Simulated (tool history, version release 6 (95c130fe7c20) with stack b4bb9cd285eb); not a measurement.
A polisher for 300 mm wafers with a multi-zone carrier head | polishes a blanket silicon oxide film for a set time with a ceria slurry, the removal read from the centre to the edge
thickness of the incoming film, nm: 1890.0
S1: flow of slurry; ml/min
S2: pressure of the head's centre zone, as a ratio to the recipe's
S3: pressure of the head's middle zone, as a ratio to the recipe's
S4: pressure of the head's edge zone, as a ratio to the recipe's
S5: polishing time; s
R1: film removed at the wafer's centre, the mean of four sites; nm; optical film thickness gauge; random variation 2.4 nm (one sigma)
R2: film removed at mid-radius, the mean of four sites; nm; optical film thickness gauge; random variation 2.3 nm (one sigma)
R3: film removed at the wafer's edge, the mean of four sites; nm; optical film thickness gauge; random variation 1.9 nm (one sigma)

run,hour,S1,S2,S3,S4,S5,R1,R2,R3
1,0,130,1,1,1,62,304.87,309.66,303.33
2,5.2,130,1,1,0.95,62,310.79,311.13,295.08
3,12.2,125,0.99,1,0.92,56,267.33,279.19,256.47
4,12.8,125,0.99,1,0.85,56,275.64,277.14,245
5,19.2,125,0.99,1,0.85,45,219.93,222.64,203.09
6,22.9,125,0.99,1,0.85,58,286.17,285.37,254.16
7,31.9,120,0.99,0.99,0.84,54,259.8,261.44,237.61
8,32.4,125,0.99,0.99,0.83,51,246.67,248.43,225.71

The next listed run, before its measurement:
9,34.4,115,1,0.99,0.82,49,?,?,?

{"run 9": {"R1": 234.89, "R2": 240.22, "R3": 212.85}}

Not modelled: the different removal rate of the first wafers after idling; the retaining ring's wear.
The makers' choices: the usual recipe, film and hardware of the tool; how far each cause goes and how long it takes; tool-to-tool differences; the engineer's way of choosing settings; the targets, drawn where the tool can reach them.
